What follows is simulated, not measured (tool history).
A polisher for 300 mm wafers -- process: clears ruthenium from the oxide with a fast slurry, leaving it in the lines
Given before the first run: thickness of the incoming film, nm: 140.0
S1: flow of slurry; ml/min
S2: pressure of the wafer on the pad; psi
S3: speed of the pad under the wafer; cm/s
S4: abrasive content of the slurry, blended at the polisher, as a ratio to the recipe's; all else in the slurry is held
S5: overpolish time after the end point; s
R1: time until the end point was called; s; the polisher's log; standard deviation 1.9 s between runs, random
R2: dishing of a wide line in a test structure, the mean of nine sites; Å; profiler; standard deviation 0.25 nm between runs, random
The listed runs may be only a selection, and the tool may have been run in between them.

| run | hour | S1 | S2 | S3 | S4 | S5 | R1 | R2 |
|---|---|---|---|---|---|---|---|---|
| 1 | 0.0 | 200 | 2.5 | 100 | 1.00 | 9 | 31.819 | 308.99 |
| 2 | 6.2 | 180 | 2.5 | 100 | 1.00 | 9 | 31.951 | 301.59 |
| 3 | 8.6 | 180 | 2.3 | 92 | 0.95 | 9 | 39.858 | 254.62 |
| 4 | 12.5 | 180 | 2.1 | 86 | 0.95 | 9 | 46.544 | 226.84 |
| 5 | 17.5 | 180 | 2.4 | 86 | 0.95 | 9 | 40.901 | 252.00 |
| 6 | 20.5 | 180 | 2.4 | 86 | 0.95 | 6 | 40.239 | 170.48 |
| 7 | 27.5 | 180 | 2.2 | 80 | 0.95 | 6 | 48.459 | 146.61 |

The next listed run, before its measurement:
| 8 | 28.2 | 180 | 2.2 | 80 | 0.95 | 6 | ? | ? |

Run 8 gave R1 46.889 s, R2 155.51 Å.
